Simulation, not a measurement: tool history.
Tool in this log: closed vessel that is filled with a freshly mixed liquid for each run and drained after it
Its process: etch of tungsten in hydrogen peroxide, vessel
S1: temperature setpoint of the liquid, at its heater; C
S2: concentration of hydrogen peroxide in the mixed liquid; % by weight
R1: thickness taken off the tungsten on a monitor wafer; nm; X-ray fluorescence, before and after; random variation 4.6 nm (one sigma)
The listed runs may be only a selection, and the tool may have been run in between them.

{"run": 1, "hour": 0.0, "S1": 58, "S2": 15, "time in the liquid (s)": 95, "R1": 247.51}
{"run": 2, "hour": 1.8, "S1": 58, "S2": 13, "time in the liquid (s)": 95, "R1": 231.81}
{"run": 3, "hour": 9.0, "S1": 58, "S2": 12, "time in the liquid (s)": 95, "R1": 221.26}
{"run": 4, "hour": 16.8, "S1": 64, "S2": 12, "time in the liquid (s)": 95, "R1": 308.51}
{"run": 5, "hour": 25.7, "S1": 64, "S2": 15, "time in the liquid (s)": 95, "R1": 349.53}
{"run": 6, "hour": 26.6, "S1": 64, "S2": 15, "time in the liquid (s)": 100, "R1": 373.07}
{"run": 7, "hour": 33.5, "S1": 64.5, "S2": 15.5, "time in the liquid (s)": 100, "R1": 385.12}
{"run": 8, "hour": 42.2, "S1": 65, "S2": 16, "time in the liquid (s)": 100, "R1": 402.59}
{"run": 9, "hour": 46.5, "S1": 65, "S2": 16, "time in the liquid (s)": 100, "R1": 402.69}
{"run": 10, "hour": 50.0, "S1": 65, "S2": 16.5, "time in the liquid (s)": 100, "R1": 401.69}
{"run": 11, "hour": 53.4, "S1": 65, "S2": 17.5, "time in the liquid (s)": 100, "R1": 417.17}
{"run": 12, "hour": 57.2, "S1": 65, "S2": 18, "time in the liquid (s)": 100, "R1": 426.61}

Forecast run 13:
{"run": 13, "hour": 65.1, "S1": 65, "S2": 18.5, "time in the liquid (s)": 100, "R1": "?"}

Run 13 came out at R1 432.68 nm.
